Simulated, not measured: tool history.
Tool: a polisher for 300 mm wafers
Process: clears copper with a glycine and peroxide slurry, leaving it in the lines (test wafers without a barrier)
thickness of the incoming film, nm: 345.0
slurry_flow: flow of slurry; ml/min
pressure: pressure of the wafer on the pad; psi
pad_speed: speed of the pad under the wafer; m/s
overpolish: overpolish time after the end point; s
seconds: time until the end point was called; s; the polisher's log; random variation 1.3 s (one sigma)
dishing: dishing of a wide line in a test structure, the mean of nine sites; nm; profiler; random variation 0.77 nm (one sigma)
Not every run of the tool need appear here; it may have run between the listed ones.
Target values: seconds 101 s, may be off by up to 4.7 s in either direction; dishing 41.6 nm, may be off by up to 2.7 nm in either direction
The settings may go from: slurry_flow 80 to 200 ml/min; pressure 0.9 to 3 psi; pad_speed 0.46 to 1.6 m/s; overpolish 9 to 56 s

run 1 day=0 | slurry_flow=130 pressure=1.9 pad_speed=1.02 overpolish=29 | seconds=87.844 dishing=61.393
run 2 day=0.133 | slurry_flow=100 pressure=1.9 pad_speed=1.02 overpolish=29 | seconds=95.454 dishing=62.165
run 3 day=0.392 | slurry_flow=110 pressure=1.9 pad_speed=1.02 overpolish=29 | seconds=91.329 dishing=61.97
run 4 day=0.679 | slurry_flow=110 pressure=1.8 pad_speed=1.02 overpolish=27 | seconds=93.633 dishing=56.259
run 5 day=0.812 | slurry_flow=110 pressure=1.8 pad_speed=1.02 overpolish=15 | seconds=93.243 dishing=34.347
run 6 day=0.967 | slurry_flow=110 pressure=1.8 pad_speed=1.24 overpolish=15 | seconds=86.651 dishing=37.778
run 7 day=1.321 | slurry_flow=100 pressure=1.4 pad_speed=1.26 overpolish=25 | seconds=103.88 dishing=48.649
run 8 day=1.392 | slurry_flow=105 pressure=1.4 pad_speed=1.26 overpolish=24 | seconds=103.67 dishing=45.963

Pick the move, out of 4, that brings all results within their allowed miss; only one does.
run A day=1.462 | slurry_flow=105 pressure=1.4 pad_speed=1.04 overpolish=25 | seconds=? dishing=?
run B day=1.462 | slurry_flow=90 pressure=1.6 pad_speed=1.18 overpolish=20 | seconds=? dishing=?
run C day=1.462 | slurry_flow=100 pressure=1.7 pad_speed=1.26 overpolish=22 | seconds=? dishing=?
run D day=1.462 | slurry_flow=160 pressure=1.7 pad_speed=1.08 overpolish=23 | seconds=? dishing=?

move=A seconds=112.63 dishing=45.224
move=B seconds=98.921 dishing=41.906
move=C seconds=89.388 dishing=49.37
move=D seconds=89.516 dishing=51.337
A: further off than the last run
B: every result lands within tolerance
C: further off than the last run
D: further off than the last run
Answer: B

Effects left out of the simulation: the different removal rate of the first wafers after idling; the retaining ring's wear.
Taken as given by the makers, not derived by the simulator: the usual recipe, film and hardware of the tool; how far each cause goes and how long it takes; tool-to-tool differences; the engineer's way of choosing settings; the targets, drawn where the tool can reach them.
